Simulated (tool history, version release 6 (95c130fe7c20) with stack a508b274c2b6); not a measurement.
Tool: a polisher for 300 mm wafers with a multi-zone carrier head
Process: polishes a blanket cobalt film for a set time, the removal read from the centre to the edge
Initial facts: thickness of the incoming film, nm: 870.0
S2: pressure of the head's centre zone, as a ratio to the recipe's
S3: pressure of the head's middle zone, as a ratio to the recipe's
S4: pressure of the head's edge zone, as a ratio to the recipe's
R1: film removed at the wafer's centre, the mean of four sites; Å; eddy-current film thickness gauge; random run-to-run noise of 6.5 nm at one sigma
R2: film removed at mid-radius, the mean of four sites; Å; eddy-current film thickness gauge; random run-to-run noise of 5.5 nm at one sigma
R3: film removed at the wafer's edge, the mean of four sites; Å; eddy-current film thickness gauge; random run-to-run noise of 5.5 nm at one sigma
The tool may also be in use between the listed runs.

Run 1, hour 0: flow of slurry (ml/min) 165, S2 1, S3 1, S4 1, polishing time (s) 47. Result: R1 3039.4 Å, R2 3021 Å, R3 3085.3 Å.
Run 2, hour 5: flow of slurry (ml/min) 125, S2 1, S3 1, S4 1, polishing time (s) 47. Result: R1 2721.8 Å, R2 2798.5 Å, R3 2928.1 Å.
Run 3, hour 6.4: flow of slurry (ml/min) 145, S2 1.01, S3 1, S4 1.03, polishing time (s) 50. Result: R1 3099.7 Å, R2 3177.8 Å, R3 3193.6 Å.
Run 4, hour 10.4: flow of slurry (ml/min) 145, S2 1.01, S3 1, S4 1.03, polishing time (s) 59. Result: R1 3733.5 Å, R2 3624.8 Å, R3 3943.5 Å.
At hour 16.2: slurry nozzle cleaned.
Run 5, hour 16.2: flow of slurry (ml/min) 160, S2 1.01, S3 1, S4 1.04, polishing time (s) 59. Result: R1 4119.2 Å, R2 4027.7 Å, R3 4271.4 Å.
Run 6, hour 22.4: flow of slurry (ml/min) 160, S2 1.01, S3 1.08, S4 1.04, polishing time (s) 59. Result: R1 4234.8 Å, R2 4440.1 Å, R3 4268.2 Å.
Run 7, hour 31.3: flow of slurry (ml/min) 160, S2 1.02, S3 1.06, S4 1.05, polishing time (s) 59. Result: R1 4113.2 Å, R2 4324.1 Å, R3 4229.9 Å.

The next listed run, before its measurement:
Run 8, hour 37.3: flow of slurry (ml/min) 170, S2 1.12, S3 0.96, S4 1.09, polishing time (s) 62. Result: R1 ?, R2 ?, R3 ?.

R1: 4828.6 Å
R2: 4139.8 Å
R3: 4526.5 Å

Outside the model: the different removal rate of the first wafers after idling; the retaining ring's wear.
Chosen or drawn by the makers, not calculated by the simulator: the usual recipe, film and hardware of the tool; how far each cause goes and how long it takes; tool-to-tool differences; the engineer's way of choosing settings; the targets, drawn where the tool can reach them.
